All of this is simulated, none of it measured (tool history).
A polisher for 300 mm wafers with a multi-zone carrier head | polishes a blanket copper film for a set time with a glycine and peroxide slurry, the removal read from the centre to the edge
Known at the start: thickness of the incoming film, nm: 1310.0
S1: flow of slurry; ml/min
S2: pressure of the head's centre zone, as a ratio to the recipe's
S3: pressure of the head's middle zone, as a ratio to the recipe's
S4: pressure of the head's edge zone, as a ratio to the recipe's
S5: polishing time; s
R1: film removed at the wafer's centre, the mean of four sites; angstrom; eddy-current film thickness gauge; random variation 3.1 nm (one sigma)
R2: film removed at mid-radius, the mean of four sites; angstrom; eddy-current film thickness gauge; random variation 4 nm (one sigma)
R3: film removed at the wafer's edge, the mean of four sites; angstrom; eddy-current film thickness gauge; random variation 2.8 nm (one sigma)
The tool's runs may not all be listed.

run 1 hour=0 | S1=260 S2=1 S3=1 S4=1 S5=60 | R1=3823.1 R2=3701 R3=3652.7
run 2 hour=3.6 | S1=260 S2=1 S3=1 S4=1 S5=50 | R1=3098.8 R2=3101 R3=3119.1
run 3 hour=5.9 | S1=265 S2=0.99 S3=1.01 S4=1.03 S5=52 | R1=3238.3 R2=3255.2 R3=3262.2
run 4 hour=13.3 | S1=265 S2=0.99 S3=1.04 S4=1.03 S5=52 | R1=3214.8 R2=3388.4 R3=3248.5
run 5 hour=17.5 | S1=265 S2=0.99 S3=1.04 S4=1.03 S5=57 | R1=3580.4 R2=3707.1 R3=3598.9
run 6 hour=23.3 | S1=270 S2=0.99 S3=1.04 S4=1.05 S5=57 | R1=3502.4 R2=3712.7 R3=3598.1
run 7 hour=26.1 | S1=275 S2=0.99 S3=1.04 S4=1.07 S5=58 | R1=3660.2 R2=3755 R3=3727.6
run 8 hour=34.3 | S1=280 S2=0.99 S3=1.04 S4=1.09 S5=58 | R1=3632.3 R2=3779.9 R3=3735.4
run 9 hour=36.2 | S1=280 S2=0.98 S3=1.04 S4=1.1 S5=59 | R1=3642.6 R2=3816.4 R3=3854.9
run 10 hour=38.6 | S1=285 S2=0.98 S3=1.04 S4=1.11 S5=59 | R1=3714.8 R2=3913 R3=3849.8
run 11 hour=39.4 | S1=285 S2=0.97 S3=1.04 S4=1.12 S5=60 | R1=3671.7 R2=3837.3 R3=3976.1

Forecast run 12:
run 12 hour=48.3 | S1=290 S2=0.97 S3=1.04 S4=1.13 S5=60 | R1=? R2=? R3=?

{"run 12": {"R1": 3612.7, "R2": 3961.1, "R3": 3990}}
